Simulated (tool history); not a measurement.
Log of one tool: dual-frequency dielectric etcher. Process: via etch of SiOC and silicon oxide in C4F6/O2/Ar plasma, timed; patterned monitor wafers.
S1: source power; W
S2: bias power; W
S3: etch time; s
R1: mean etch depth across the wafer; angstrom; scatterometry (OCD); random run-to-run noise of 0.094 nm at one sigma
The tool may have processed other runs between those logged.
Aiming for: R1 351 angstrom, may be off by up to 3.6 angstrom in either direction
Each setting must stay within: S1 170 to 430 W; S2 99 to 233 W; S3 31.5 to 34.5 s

run,hour,S1,S2,S3,R1
1,0,300,166,34.5,326.22
2,4.9,300,166,31.5,296.45
3,10.4,300,166,31.5,297.57
4,17.4,280,166,31.5,290.05
5,20.3,280,191,31.5,304.37
6,29.1,280,165,31.5,287.98
7,36.5,320,166,31.5,303.12
8,45.2,350,172,31.5,317.6
9,53.7,370,175,31.5,325.61

Consider the 4 candidate settings below. Which is the only one whose results all fall within their allowed miss of target?
A,62.2,350,181,33.5,?
B,62.2,370,192,33,?
C,62.2,370,173,33,?
D,62.2,370,193,34.5,?

move,R1
A,343.14
B,351.6
C,340.01
D,368.2
A: nearer than the last run, and not there yet
B: each result inside its tolerance
C: nearer than the last run, and not there yet
D: takes the biggest miss from the last run beyond its target
Go with B: it meets all targets.

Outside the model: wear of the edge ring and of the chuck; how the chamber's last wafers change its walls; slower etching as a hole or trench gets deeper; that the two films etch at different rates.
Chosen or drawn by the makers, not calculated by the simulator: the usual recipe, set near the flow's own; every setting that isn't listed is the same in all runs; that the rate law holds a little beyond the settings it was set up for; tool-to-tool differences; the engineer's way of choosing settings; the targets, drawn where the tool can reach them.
